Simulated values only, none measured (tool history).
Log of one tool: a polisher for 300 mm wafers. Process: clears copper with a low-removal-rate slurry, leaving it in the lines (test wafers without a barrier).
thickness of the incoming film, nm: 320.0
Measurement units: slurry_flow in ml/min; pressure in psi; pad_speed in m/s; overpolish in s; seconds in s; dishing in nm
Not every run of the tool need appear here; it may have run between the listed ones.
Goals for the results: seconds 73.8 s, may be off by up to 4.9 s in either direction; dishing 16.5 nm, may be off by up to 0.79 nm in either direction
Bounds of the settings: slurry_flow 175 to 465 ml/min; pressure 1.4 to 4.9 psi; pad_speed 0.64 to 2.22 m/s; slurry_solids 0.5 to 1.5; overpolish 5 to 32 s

run,day,slurry_flow,pressure,pad_speed,slurry_solids,overpolish,seconds,dishing
1,0,295,3.1,1.42,1,16,65.963,48.141
2,0.3,295,2.9,1.44,1,15,68.922,45.734
3,0.662,280,3,1.36,0.95,14,67.915,41.609
4,0.833,270,3,1.28,0.9,13,75.19,36.698
5,1.079,260,3.1,1.2,0.85,12,77.05,34.276
6,1.446,190,3.1,1.2,0.85,12,79.17,34.018
7,1.642,220,3.2,1.14,0.8,11,83.35,30.707
8,1.879,220,3.2,1.14,0.8,11,81.753,30.409
9,2.117,245,3.3,1.08,0.75,10,83.188,27.66
10,2.212,330,4.2,0.68,0.5,5,104.49,12.101
11,2.25,325,4.3,0.7,0.5,5,100.76,12.665
12,2.608,320,4.4,0.72,0.5,5,95.662,13.063

Exactly one of the 4 candidate moves below puts every result within its allowed miss. Which one?
A,2.967,455,3.5,0.64,0.5,10,?,?
B,2.967,255,3.3,0.64,0.5,11,?,?
C,2.967,300,4.7,0.88,0.55,5,?,?
D,2.967,190,3.8,0.74,0.5,8,?,?

move,seconds,dishing
A,130.48,18.864
B,143.29,18.87
C,74.766,16.755
D,112.7,17.632
A: the biggest miss grows against the last run
B: the biggest miss grows against the last run
C: every result within its allowed miss
D: the biggest miss grows against the last run
Answer: C
